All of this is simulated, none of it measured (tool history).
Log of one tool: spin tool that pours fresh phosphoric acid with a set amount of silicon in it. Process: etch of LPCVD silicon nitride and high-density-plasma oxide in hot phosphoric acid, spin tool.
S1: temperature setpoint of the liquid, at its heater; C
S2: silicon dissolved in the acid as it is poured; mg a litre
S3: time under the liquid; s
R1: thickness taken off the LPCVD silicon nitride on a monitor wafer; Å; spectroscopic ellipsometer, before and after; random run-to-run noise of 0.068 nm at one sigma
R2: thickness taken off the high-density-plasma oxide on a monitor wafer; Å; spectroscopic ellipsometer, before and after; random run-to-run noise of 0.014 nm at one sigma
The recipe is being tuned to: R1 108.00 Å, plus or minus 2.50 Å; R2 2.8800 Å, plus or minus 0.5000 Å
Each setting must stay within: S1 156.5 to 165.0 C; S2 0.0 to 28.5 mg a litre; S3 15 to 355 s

run  hour     S1    S2   S3      R1      R2
  1   0.0  160.0  12.5  180  142.50  4.3661
  2   7.2  159.0  13.0  170  129.30  3.5638
  3  10.6  159.0   8.0  170  130.84  4.5437
  4  18.8  158.5   9.5  165  126.46  4.0369
  5  20.8  158.0  10.5  155  114.46  3.4234
     23.8  -- heated supply line repaired
  6  23.8  157.5  11.0  155  122.67  4.0442
  7  29.3  158.5  12.0  150  123.48  3.8004
  8  37.9  156.5  18.5  135  104.91  2.5502
  9  38.7  156.5  18.5  135  103.78  2.5732

Below are 4 possible settings for the next run. Only one of them brings all results inside the allowed miss of their targets. Which is it?
  A  39.5  157.5  17.5  135   ?   ?
  B  39.5  157.0  23.0  145   ?   ?
  C  39.5  158.0  28.5  125   ?   ?
  D  39.5  157.5   3.0  135   ?   ?

move      R1      R2
   A  107.68  2.6499
   B  113.70  2.3393
   C  101.41  1.8000
   D  107.68  3.6746
A: in spec on every target
B: takes the biggest miss from the last run beyond its target
C: moves away from the targets compared with the last run
D: brings the result that was furthest off to its target, and leaves another outside
Move A is the one to make.
